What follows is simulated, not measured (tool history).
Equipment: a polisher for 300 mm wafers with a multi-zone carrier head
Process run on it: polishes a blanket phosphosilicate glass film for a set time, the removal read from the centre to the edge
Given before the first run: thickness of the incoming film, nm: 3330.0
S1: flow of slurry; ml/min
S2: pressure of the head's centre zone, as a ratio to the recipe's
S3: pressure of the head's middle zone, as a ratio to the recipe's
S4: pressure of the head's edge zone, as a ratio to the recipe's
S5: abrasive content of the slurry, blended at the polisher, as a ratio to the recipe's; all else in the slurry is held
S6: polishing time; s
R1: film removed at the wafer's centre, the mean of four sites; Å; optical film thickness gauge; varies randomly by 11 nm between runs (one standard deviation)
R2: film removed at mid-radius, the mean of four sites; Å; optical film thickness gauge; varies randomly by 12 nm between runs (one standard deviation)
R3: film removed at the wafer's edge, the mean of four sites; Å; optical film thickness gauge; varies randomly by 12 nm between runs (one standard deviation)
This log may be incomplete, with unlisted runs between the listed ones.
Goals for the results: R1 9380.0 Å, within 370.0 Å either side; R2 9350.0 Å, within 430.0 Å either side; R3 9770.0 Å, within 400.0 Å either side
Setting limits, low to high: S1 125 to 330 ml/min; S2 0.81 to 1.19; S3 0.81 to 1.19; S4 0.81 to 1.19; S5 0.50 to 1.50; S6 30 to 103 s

run,hour,S1,S2,S3,S4,S5,S6,R1,R2,R3
1,0.0,210,1.00,1.00,1.00,1.00,66,6333.4,6351.6,6533.9
2,8.8,210,1.00,0.97,1.00,1.00,66,6400.9,6371.4,6377.0
3,11.1,210,1.00,1.00,1.00,1.00,66,6202.0,6339.9,6391.1
4,17.6,215,1.01,1.01,1.01,1.05,67,6627.8,6681.1,6703.0
5,19.8,215,1.01,1.01,1.03,1.10,68,6829.9,7025.9,7095.2
6,27.3,215,1.01,0.94,1.03,1.10,68,6783.3,6653.0,7074.5
7,31.2,220,1.02,0.95,1.04,1.15,69,7382.7,7092.4,7476.4
# hour 34.7: worn pad replaced by a new one
8,34.7,225,1.02,0.96,1.05,1.20,69,7883.0,7788.4,8264.8

4 candidate next runs follow, results not yet known. Just one meets every target within its allowed miss. Identify it.
A,38.2,220,1.09,1.18,0.92,1.35,64,?,?,?
B,38.2,225,1.01,0.99,1.09,1.50,74,?,?,?
C,38.2,230,1.15,0.93,0.99,1.20,69,?,?,?
D,38.2,180,1.16,1.13,0.81,1.10,78,?,?,?

move,R1,R2,R3
A,8136.5,8899.5,7369.3
B,9220.2,9227.5,9653.1
C,8777.2,7519.6,7911.5
D,9349.0,9402.2,7684.7
A: moves away from the targets compared with the last run
B: all results land within tolerance of their targets
C: moves away from the targets compared with the last run
D: gets the furthest-off result to its target, but another result is out of tolerance
B meets every target.

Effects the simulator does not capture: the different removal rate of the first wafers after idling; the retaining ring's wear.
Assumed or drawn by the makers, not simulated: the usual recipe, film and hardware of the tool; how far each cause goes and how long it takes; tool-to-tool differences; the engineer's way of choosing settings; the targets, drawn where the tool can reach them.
